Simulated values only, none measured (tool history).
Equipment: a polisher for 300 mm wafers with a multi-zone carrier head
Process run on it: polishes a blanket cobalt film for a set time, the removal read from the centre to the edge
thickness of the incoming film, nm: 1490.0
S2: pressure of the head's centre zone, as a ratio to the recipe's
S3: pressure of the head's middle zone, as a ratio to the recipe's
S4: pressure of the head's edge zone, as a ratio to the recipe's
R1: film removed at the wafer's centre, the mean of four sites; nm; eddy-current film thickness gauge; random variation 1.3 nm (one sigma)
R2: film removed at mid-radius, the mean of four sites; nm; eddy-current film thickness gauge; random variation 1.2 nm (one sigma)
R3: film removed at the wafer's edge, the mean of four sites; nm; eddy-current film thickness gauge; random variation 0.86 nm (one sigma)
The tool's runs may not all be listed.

Run 1, hour 0.0: flow of slurry (ml/min) 160, S2 1.00, S3 1.00, S4 1.00, polishing time (s) 50. Result: R1 118.73 nm, R2 118.38 nm, R3 115.29 nm.
Run 2, hour 3.9: flow of slurry (ml/min) 170, S2 1.01, S3 1.02, S4 1.02, polishing time (s) 50. Result: R1 122.26 nm, R2 121.97 nm, R3 115.67 nm.
Run 3, hour 10.0: flow of slurry (ml/min) 170, S2 1.01, S3 0.95, S4 1.02, polishing time (s) 50. Result: R1 120.18 nm, R2 113.90 nm, R3 117.17 nm.
Run 4, hour 12.5: flow of slurry (ml/min) 170, S2 1.01, S3 0.92, S4 1.02, polishing time (s) 50. Result: R1 120.94 nm, R2 110.68 nm, R3 117.03 nm.
Run 5, hour 15.2: flow of slurry (ml/min) 170, S2 1.01, S3 0.96, S4 1.02, polishing time (s) 50. Result: R1 121.13 nm, R2 117.29 nm, R3 117.08 nm.
Run 6, hour 22.4: flow of slurry (ml/min) 175, S2 1.02, S3 0.97, S4 1.03, polishing time (s) 51. Result: R1 125.81 nm, R2 118.75 nm, R3 120.86 nm.
Run 7, hour 23.1: flow of slurry (ml/min) 180, S2 1.02, S3 0.99, S4 1.04, polishing time (s) 51. Result: R1 128.23 nm, R2 123.06 nm, R3 120.85 nm.
Run 8, hour 29.2: flow of slurry (ml/min) 185, S2 1.02, S3 1.01, S4 1.05, polishing time (s) 51. Result: R1 125.66 nm, R2 123.87 nm, R3 120.50 nm.
Run 9, hour 36.6: flow of slurry (ml/min) 185, S2 1.03, S3 1.03, S4 1.06, polishing time (s) 52. Result: R1 129.20 nm, R2 128.78 nm, R3 124.35 nm.
Run 10, hour 42.1: flow of slurry (ml/min) 190, S2 1.04, S3 1.05, S4 1.07, polishing time (s) 52. Result: R1 132.48 nm, R2 130.63 nm, R3 125.35 nm.

What will run 11 give?
Run 11, hour 49.8: flow of slurry (ml/min) 195, S2 1.05, S3 1.07, S4 1.07, polishing time (s) 52. Result: R1 ?, R2 ?, R3 ?.

{"run 11": {"R1": 134.45, "R2": 134.59, "R3": 125.14}}

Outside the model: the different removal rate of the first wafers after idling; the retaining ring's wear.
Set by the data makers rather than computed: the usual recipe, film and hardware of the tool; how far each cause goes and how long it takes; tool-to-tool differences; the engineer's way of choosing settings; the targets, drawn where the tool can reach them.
